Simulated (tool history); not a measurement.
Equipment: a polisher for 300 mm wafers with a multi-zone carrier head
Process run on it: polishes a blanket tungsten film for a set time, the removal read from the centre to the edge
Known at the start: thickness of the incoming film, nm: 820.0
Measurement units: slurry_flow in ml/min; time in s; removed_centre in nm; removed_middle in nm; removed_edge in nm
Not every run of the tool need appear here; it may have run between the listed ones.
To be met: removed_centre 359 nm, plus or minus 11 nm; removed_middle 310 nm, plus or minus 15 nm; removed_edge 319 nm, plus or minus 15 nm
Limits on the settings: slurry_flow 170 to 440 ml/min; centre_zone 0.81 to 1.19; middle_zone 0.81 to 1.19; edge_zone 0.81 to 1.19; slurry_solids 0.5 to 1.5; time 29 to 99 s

Run 1, hour 0: slurry_flow 280 ml/min, centre_zone 1, middle_zone 1, edge_zone 1, slurry_solids 1, time 64 s. Result: removed_centre 279.38 nm, removed_middle 289.85 nm, removed_edge 288.01 nm.
Run 2, hour 4.8: slurry_flow 290 ml/min, centre_zone 1.05, middle_zone 1, edge_zone 1.02, slurry_solids 1.05, time 64 s. Result: removed_centre 297.31 nm, removed_middle 294.91 nm, removed_edge 305.29 nm.
Run 3, hour 5.5: slurry_flow 290 ml/min, centre_zone 1.05, middle_zone 1, edge_zone 1.02, slurry_solids 1.05, time 51 s. Result: removed_centre 240.54 nm, removed_middle 238.56 nm, removed_edge 237.96 nm.
Run 4, hour 13.9: slurry_flow 290 ml/min, centre_zone 1.05, middle_zone 1, edge_zone 1.02, slurry_solids 1.05, time 58 s. Result: removed_centre 267.9 nm, removed_middle 270.23 nm, removed_edge 269.8 nm.
Run 5, hour 16.4: slurry_flow 300 ml/min, centre_zone 1.09, middle_zone 0.98, edge_zone 1, slurry_solids 1.15, time 59 s. Result: removed_centre 290.14 nm, removed_middle 275.3 nm, removed_edge 276.34 nm.
Run 6, hour 22.8: slurry_flow 305 ml/min, centre_zone 1.12, middle_zone 0.97, edge_zone 1.01, slurry_solids 1.25, time 60 s. Result: removed_centre 311.27 nm, removed_middle 291.56 nm, removed_edge 294.79 nm.
Run 7, hour 25.3: slurry_flow 315 ml/min, centre_zone 1.14, middle_zone 0.96, edge_zone 1.01, slurry_solids 1.3, time 61 s. Result: removed_centre 328.64 nm, removed_middle 294.21 nm, removed_edge 305.58 nm.
Run 8, hour 31.8: slurry_flow 325 ml/min, centre_zone 1.15, middle_zone 0.96, edge_zone 1.01, slurry_solids 1.3, time 61 s. Result: removed_centre 330.19 nm, removed_middle 290.23 nm, removed_edge 309.1 nm.
Run 9, hour 39.7: slurry_flow 325 ml/min, centre_zone 1.16, middle_zone 0.96, edge_zone 1, slurry_solids 1.35, time 61 s. Result: removed_centre 338.78 nm, removed_middle 294.3 nm, removed_edge 309.6 nm.
Run 10, hour 45.8: slurry_flow 325 ml/min, centre_zone 1.17, middle_zone 0.97, edge_zone 1, slurry_solids 1.35, time 61 s. Result: removed_centre 338.95 nm, removed_middle 297.66 nm, removed_edge 311.77 nm.
Run 11, hour 49.3: slurry_flow 325 ml/min, centre_zone 1.18, middle_zone 0.97, edge_zone 0.99, slurry_solids 1.4, time 61 s. Result: removed_centre 346.65 nm, removed_middle 303.88 nm, removed_edge 312.56 nm.
Run 12, hour 54.8: slurry_flow 330 ml/min, centre_zone 1.18, middle_zone 0.97, edge_zone 0.99, slurry_solids 1.4, time 61 s. Result: removed_centre 345.17 nm, removed_middle 299.39 nm, removed_edge 305.15 nm.

Consider the 5 candidate settings below. Which is the only one whose results all fall within their allowed miss of target?
Run A, hour 60.3: slurry_flow 190 ml/min, centre_zone 1.19, middle_zone 0.97, edge_zone 1.17, slurry_solids 1.4, time 65 s. Result: removed_centre ?, removed_middle ?, removed_edge ?.
Run B, hour 60.3: slurry_flow 360 ml/min, centre_zone 1.13, middle_zone 1.04, edge_zone 1.14, slurry_solids 1.1, time 63 s. Result: removed_centre ?, removed_middle ?, removed_edge ?.
Run C, hour 60.3: slurry_flow 370 ml/min, centre_zone 1.06, middle_zone 0.97, edge_zone 1.05, slurry_solids 1.35, time 62 s. Result: removed_centre ?, removed_middle ?, removed_edge ?.
Run D, hour 60.3: slurry_flow 320 ml/min, centre_zone 1.13, middle_zone 0.98, edge_zone 1.04, slurry_solids 1.5, time 59 s. Result: removed_centre ?, removed_middle ?, removed_edge ?.
Run E, hour 60.3: slurry_flow 300 ml/min, centre_zone 1.19, middle_zone 0.97, edge_zone 0.97, slurry_solids 1.35, time 64 s. Result: removed_centre ?, removed_middle ?, removed_edge ?.

move  removed_centre  removed_middle  removed_edge
   A          338.22          295.05        342.87
   B          321.77           308.6        325.63
   C          318.37          304.88        327.26
   D          324.69          296.73        315.59
   E           354.8          307.19        319.33
A: moves away from the targets compared with the last run
B: moves away from the targets compared with the last run
C: moves away from the targets compared with the last run
D: moves away from the targets compared with the last run
E: every result within its allowed miss
The right move is E.
